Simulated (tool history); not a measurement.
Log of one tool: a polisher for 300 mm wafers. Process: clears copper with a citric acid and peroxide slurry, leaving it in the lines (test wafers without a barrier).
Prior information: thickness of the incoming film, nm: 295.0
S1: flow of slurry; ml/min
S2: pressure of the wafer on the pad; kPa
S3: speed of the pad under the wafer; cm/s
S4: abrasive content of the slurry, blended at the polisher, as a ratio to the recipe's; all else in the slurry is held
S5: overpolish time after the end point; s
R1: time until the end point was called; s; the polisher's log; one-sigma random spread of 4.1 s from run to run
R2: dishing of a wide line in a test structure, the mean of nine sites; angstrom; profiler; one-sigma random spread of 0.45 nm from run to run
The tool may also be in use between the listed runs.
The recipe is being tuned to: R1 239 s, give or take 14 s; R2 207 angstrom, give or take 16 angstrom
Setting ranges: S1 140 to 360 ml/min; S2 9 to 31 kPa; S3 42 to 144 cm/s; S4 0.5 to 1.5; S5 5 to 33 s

run  hour   S1    S2  S3    S4  S5      R1      R2
  1     0  230    20  92     1  17  157.64  230.78
  2   7.4  230  17.9  92     1  18  172.81  226.82
  3  10.4  230  17.9  92     1  22  171.39  254.99
  4  12.8  270  17.9  92     1  22  167.78  246.32
  5  14.9  265  16.5  92     1  22  186.39  244.28
  6  22.2  265  16.5  92  0.85  22   191.6  235.55
  7    23  265  15.9  92  0.85  22  190.24  230.66
  8  24.2  265  15.2  92  0.85  22  201.87  224.75
  9  31.2  265  14.5  92  0.85  22  213.98  220.16
 10  36.6  265  13.8  92  0.85  22  222.25   220.7

Pick the move, out of 4, that brings all results within their allowed miss; only one does.
  A    42  265  13.1  80  0.95  29   ?   ?
  B    42  310  15.9  74   0.7  22   ?   ?
  C    42  245  11.7  94  0.85  31   ?   ?
  D    42  250    11  92   0.7  33   ?   ?

move      R1      R2
   A  241.17  246.71
   B  237.53  205.82
   C  244.21  254.44
   D  273.83  245.15
A: meets the target for the result that was furthest off, but another lies outside its allowed miss
B: every result lands within tolerance
C: meets the target for the result that was furthest off, but another lies outside its allowed miss
D: takes the biggest miss from the last run beyond its target
The move that meets every target is B.
